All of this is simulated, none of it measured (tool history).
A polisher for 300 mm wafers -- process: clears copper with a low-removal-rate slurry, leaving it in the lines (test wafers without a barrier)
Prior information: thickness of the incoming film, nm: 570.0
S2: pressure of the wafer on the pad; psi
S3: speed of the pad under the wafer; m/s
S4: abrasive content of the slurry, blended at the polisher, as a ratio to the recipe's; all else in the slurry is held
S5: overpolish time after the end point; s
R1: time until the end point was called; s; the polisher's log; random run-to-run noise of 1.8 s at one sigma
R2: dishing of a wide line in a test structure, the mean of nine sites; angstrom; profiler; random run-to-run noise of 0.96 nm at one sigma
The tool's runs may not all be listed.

run 1 day=0.000 | flow_of_slurry_(ml/min)=170 S2=3.2 S3=1.10 S4=1.0 S5=10 | R1=167.15 R2=250.43
run 2 day=0.025 | flow_of_slurry_(ml/min)=155 S2=3.2 S3=1.10 S4=1.0 S5=10 | R1=170.39 R2=255.80
run 3 day=0.321 | flow_of_slurry_(ml/min)=155 S2=3.6 S3=1.10 S4=1.0 S5=10 | R1=150.85 R2=275.29
run 4 day=0.454 | flow_of_slurry_(ml/min)=155 S2=3.6 S3=0.84 S4=1.0 S5=10 | R1=188.15 R2=226.06
-- day=0.762 head pressure recalibrated
run 5 day=0.762 | flow_of_slurry_(ml/min)=190 S2=3.6 S3=0.84 S4=1.0 S5=10 | R1=188.09 R2=221.48
run 6 day=1.008 | flow_of_slurry_(ml/min)=190 S2=3.6 S3=0.70 S4=1.0 S5=10 | R1=212.72 R2=200.21
run 7 day=1.358 | flow_of_slurry_(ml/min)=190 S2=4.5 S3=0.72 S4=1.0 S5=15 | R1=167.91 R2=364.46

Run 8 comes next. What will it give?
run 8 day=1.471 | flow_of_slurry_(ml/min)=190 S2=4.5 S3=0.72 S4=1.0 S5=15 | R1=? R2=?

For run 8 the tool returned R1 171.30 s, R2 331.74 angstrom.
